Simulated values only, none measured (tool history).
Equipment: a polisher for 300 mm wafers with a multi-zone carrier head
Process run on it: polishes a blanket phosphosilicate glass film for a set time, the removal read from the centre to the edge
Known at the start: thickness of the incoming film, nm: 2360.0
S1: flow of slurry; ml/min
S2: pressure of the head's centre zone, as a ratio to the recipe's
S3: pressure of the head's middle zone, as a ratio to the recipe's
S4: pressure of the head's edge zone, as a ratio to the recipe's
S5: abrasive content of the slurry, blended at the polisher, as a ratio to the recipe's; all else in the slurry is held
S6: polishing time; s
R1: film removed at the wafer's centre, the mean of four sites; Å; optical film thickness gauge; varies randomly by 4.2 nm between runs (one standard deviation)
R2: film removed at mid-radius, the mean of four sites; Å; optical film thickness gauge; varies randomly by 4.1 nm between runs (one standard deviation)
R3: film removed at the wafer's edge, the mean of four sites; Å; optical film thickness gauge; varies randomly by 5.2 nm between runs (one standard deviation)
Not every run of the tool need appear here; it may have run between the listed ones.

{"run": 1, "day": 0.0, "S1": 250, "S2": 1.0, "S3": 1.0, "S4": 1.0, "S5": 1.0, "S6": 69, "R1": 5066.5, "R2": 4940.3, "R3": 4838.4}
{"run": 2, "day": 0.229, "S1": 250, "S2": 1.0, "S3": 1.0, "S4": 1.04, "S5": 1.0, "S6": 69, "R1": 4905.8, "R2": 5063.8, "R3": 4785.4}
{"run": 3, "day": 0.471, "S1": 250, "S2": 0.99, "S3": 1.0, "S4": 1.05, "S5": 0.9, "S6": 69, "R1": 4684.6, "R2": 4797.2, "R3": 4482.0}
{"run": 4, "day": 0.679, "S1": 245, "S2": 0.96, "S3": 0.99, "S4": 1.06, "S5": 0.85, "S6": 69, "R1": 4453.2, "R2": 4607.7, "R3": 4527.4}
{"run": 5, "day": 0.825, "S1": 245, "S2": 0.95, "S3": 1.01, "S4": 1.07, "S5": 0.8, "S6": 69, "R1": 4340.7, "R2": 4532.4, "R3": 4333.9}
{"run": 6, "day": 1.1, "S1": 190, "S2": 0.95, "S3": 1.01, "S4": 1.07, "S5": 0.8, "S6": 69, "R1": 4206.2, "R2": 4458.1, "R3": 4237.1}

What will run 7 give?
{"run": 7, "day": 1.367, "S1": 185, "S2": 0.94, "S3": 1.02, "S4": 1.07, "S5": 0.8, "S6": 69, "R1": "?", "R2": "?", "R3": "?"}

Run 7 produced R1 4158.8 Å, R2 4418.1 Å, R3 4334.3 Å.
